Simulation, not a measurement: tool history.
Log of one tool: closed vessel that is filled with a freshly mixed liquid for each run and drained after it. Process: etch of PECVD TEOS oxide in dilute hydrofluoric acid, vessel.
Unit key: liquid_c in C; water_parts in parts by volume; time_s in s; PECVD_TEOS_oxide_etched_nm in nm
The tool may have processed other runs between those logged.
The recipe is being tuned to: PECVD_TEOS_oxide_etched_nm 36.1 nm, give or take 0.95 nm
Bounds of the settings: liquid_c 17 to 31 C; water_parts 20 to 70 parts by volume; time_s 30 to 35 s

Run 1, hour 0: liquid_c 23 C, water_parts 40 parts by volume, time_s 35 s. Result: PECVD_TEOS_oxide_etched_nm 15.875 nm.
Run 2, hour 1.8: liquid_c 23 C, water_parts 50 parts by volume, time_s 35 s. Result: PECVD_TEOS_oxide_etched_nm 12.362 nm.
Run 3, hour 10.2: liquid_c 23 C, water_parts 60 parts by volume, time_s 35 s. Result: PECVD_TEOS_oxide_etched_nm 10.273 nm.
Run 4, hour 13: liquid_c 24.5 C, water_parts 55 parts by volume, time_s 35 s. Result: PECVD_TEOS_oxide_etched_nm 11.866 nm.
Run 5, hour 16.9: liquid_c 25.5 C, water_parts 50 parts by volume, time_s 35 s. Result: PECVD_TEOS_oxide_etched_nm 13.908 nm.
Run 6, hour 24.7: liquid_c 26.5 C, water_parts 45 parts by volume, time_s 35 s. Result: PECVD_TEOS_oxide_etched_nm 16.068 nm.
Run 7, hour 29.7: liquid_c 27 C, water_parts 40 parts by volume, time_s 35 s. Result: PECVD_TEOS_oxide_etched_nm 18.633 nm.
Run 8, hour 31.8: liquid_c 27.5 C, water_parts 35 parts by volume, time_s 35 s. Result: PECVD_TEOS_oxide_etched_nm 21.955 nm.
Run 9, hour 35.9: liquid_c 28 C, water_parts 35 parts by volume, time_s 35 s. Result: PECVD_TEOS_oxide_etched_nm 22.655 nm.

Of the 4 settings listed for the next run, only one would bring every result within its allowed miss of target. Which one?
Run A, hour 40: liquid_c 27 C, water_parts 25 parts by volume, time_s 35 s. Result: PECVD_TEOS_oxide_etched_nm ?.
Run B, hour 40: liquid_c 31 C, water_parts 25 parts by volume, time_s 35 s. Result: PECVD_TEOS_oxide_etched_nm ?.
Run C, hour 40: liquid_c 29 C, water_parts 25 parts by volume, time_s 35 s. Result: PECVD_TEOS_oxide_etched_nm ?.
Run D, hour 40: liquid_c 29.5 C, water_parts 25 parts by volume, time_s 35 s. Result: PECVD_TEOS_oxide_etched_nm ?.

move  PECVD_TEOS_oxide_etched_nm
   A                      30.161
   B                      35.471
   C                      32.728
   D                      33.397
A: better than the last run, though not everything is in spec
B: every result lands within tolerance
C: better than the last run, though not everything is in spec
D: better than the last run, though not everything is in spec
Move B is the one to make.
